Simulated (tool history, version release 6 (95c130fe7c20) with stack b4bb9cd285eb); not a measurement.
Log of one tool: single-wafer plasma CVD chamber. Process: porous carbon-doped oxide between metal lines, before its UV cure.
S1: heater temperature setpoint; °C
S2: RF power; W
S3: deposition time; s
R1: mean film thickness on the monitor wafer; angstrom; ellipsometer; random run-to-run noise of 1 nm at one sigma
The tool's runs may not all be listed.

| run | hour | S1 | S2 | S3 | R1 |
|---|---|---|---|---|---|
| 1 | 0.0 | 280 | 465 | 47.9 | 2634.9 |
| 2 | 3.7 | 275 | 475 | 48.0 | 2767.2 |
| 3 | 6.8 | 275 | 475 | 47.9 | 2761.3 |
| 4 | 14.5 | 271 | 485 | 47.9 | 2885.2 |
| 5 | 23.3 | 268 | 490 | 47.9 | 2970.1 |
| 6 | 29.5 | 268 | 490 | 47.9 | 2963.9 |
| 7 | 37.1 | 266 | 490 | 47.9 | 2991.7 |

What will run 8 give?
| 8 | 41.2 | 264 | 490 | 47.9 | ? |

{"run 8": {"R1": 3076.4}}
